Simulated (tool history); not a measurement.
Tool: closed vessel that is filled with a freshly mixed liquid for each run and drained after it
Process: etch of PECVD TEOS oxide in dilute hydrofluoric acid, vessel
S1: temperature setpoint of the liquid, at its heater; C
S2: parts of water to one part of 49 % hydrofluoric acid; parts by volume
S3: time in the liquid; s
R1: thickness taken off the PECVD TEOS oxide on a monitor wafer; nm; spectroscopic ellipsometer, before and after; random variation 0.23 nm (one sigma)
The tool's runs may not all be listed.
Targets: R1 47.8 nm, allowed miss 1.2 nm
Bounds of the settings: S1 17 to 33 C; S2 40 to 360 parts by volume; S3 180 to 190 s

| run | day | S1 | S2 | S3 | R1 |
|---|---|---|---|---|---|
| 1 | 0 | 25 | 200 | 180 | 18.416 |
| 2 | 0.208 | 25 | 160 | 180 | 23.923 |
| 3 | 0.433 | 25 | 160 | 190 | 25.153 |
| 4 | 0.529 | 26.5 | 160 | 190 | 26.83 |
| 5 | 0.7 | 28.5 | 140 | 190 | 33.541 |
| 6 | 0.954 | 28.5 | 140 | 190 | 33.676 |
| 7 | 1.3 | 30 | 130 | 190 | 39.029 |
| 8 | 1.396 | 31 | 125 | 190 | 42.067 |
| 9 | 1.638 | 31.5 | 125 | 190 | 42.89 |
| 10 | 1.717 | 32 | 125 | 190 | 43.669 |
| 11 | 1.8 | 32.5 | 125 | 190 | 44.154 |
| 12 | 1.825 | 32.5 | 120 | 190 | 46.442 |

Which of these 5 next moves meets every target?
| A | 1.85 | 32.5 | 120 | 180 | ? |
| B | 1.85 | 32 | 115 | 180 | ? |
| C | 1.85 | 33 | 125 | 190 | ? |
| D | 1.85 | 32.5 | 125 | 190 | ? |
| E | 1.85 | 32 | 115 | 190 | ? |

| move | R1 |
|---|---|
| A | 43.994 |
| B | 45.412 |
| C | 45.057 |
| D | 44.26 |
| E | 47.935 |
A: further off than the last run
B: further off than the last run
C: further off than the last run
D: further off than the last run
E: meets every target
Move E is the one to make.
